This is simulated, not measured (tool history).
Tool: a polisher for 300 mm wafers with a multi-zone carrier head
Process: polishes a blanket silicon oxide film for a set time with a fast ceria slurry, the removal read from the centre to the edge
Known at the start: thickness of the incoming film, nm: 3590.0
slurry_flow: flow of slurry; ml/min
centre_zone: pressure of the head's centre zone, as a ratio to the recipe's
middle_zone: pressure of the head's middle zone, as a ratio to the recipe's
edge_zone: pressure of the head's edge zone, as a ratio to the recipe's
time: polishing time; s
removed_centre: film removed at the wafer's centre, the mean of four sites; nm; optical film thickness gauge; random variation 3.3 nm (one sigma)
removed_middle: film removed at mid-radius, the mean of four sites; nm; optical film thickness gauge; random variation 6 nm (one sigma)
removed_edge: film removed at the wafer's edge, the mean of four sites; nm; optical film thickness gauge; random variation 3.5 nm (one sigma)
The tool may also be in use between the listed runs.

run 1 hour=0.0 | slurry_flow=120 centre_zone=1.00 middle_zone=1.00 edge_zone=1.00 time=42 | removed_centre=341.87 removed_middle=347.07 removed_edge=336.40
run 2 hour=6.5 | slurry_flow=120 centre_zone=1.00 middle_zone=1.09 edge_zone=1.00 time=42 | removed_centre=340.09 removed_middle=373.20 removed_edge=335.31
run 3 hour=15.1 | slurry_flow=130 centre_zone=1.01 middle_zone=1.11 edge_zone=1.04 time=44 | removed_centre=372.87 removed_middle=403.79 removed_edge=360.41
run 4 hour=23.4 | slurry_flow=130 centre_zone=1.01 middle_zone=1.11 edge_zone=1.04 time=34 | removed_centre=284.76 removed_middle=309.43 removed_edge=278.65
-- hour=28.3 edge zone pressure recalibrated
run 5 hour=28.3 | slurry_flow=130 centre_zone=1.01 middle_zone=1.11 edge_zone=1.04 time=24 | removed_centre=199.79 removed_middle=218.14 removed_edge=203.39
run 6 hour=34.6 | slurry_flow=130 centre_zone=1.01 middle_zone=1.19 edge_zone=1.04 time=24 | removed_centre=198.42 removed_middle=231.28 removed_edge=204.13
run 7 hour=38.7 | slurry_flow=135 centre_zone=1.01 middle_zone=1.18 edge_zone=1.08 time=30 | removed_centre=254.79 removed_middle=287.57 removed_edge=257.94

Run 8 comes next. What will it give?
run 8 hour=45.7 | slurry_flow=165 centre_zone=0.99 middle_zone=1.19 edge_zone=1.18 time=42 | removed_centre=? removed_middle=? removed_edge=?

removed_centre: 364.72 nm
removed_middle: 427.51 nm
removed_edge: 384.90 nm
